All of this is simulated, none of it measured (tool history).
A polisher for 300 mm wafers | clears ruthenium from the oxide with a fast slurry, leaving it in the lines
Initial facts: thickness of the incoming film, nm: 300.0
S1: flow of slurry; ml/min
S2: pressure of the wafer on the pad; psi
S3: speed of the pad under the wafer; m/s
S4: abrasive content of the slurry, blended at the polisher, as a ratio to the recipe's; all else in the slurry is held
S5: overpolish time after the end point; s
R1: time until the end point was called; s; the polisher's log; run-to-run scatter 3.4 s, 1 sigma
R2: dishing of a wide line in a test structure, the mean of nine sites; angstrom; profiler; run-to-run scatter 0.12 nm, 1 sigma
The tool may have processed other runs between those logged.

| run | day | S1 | S2 | S3 | S4 | S5 | R1 | R2 |
|---|---|---|---|---|---|---|---|---|
| 1 | 0 | 145 | 2.1 | 1.18 | 1 | 18 | 73.394 | 586.28 |
| 2 | 0.338 | 145 | 1.7 | 1.18 | 1 | 18 | 89.766 | 486.47 |
| 3 | 0.579 | 145 | 1.7 | 1.42 | 1 | 18 | 73.875 | 586.4 |
| 4 | 0.8 | 145 | 1.6 | 1.32 | 0.95 | 17 | 84.917 | 499.95 |
| 5 | 1.154 | 145 | 1.6 | 1.32 | 0.95 | 12 | 85.09 | 365.8 |
| 6 | 1.275 | 140 | 1.5 | 1.24 | 0.95 | 11 | 98.874 | 294.24 |
| 7 | 1.438 | 135 | 1.4 | 1.16 | 1 | 10 | 108.19 | 245.1 |
| 8 | 1.804 | 130 | 1.4 | 1.1 | 1.05 | 9 | 111.31 | 210.38 |
| 9 | 2.021 | 125 | 1.4 | 1.04 | 1.05 | 9 | 114.73 | 205.53 |

Forecast run 10:
| 10 | 2.162 | 125 | 1.4 | 0.98 | 1.05 | 9 | ? | ? |

Run 10 produced R1 128.73 s, R2 189.95 angstrom.
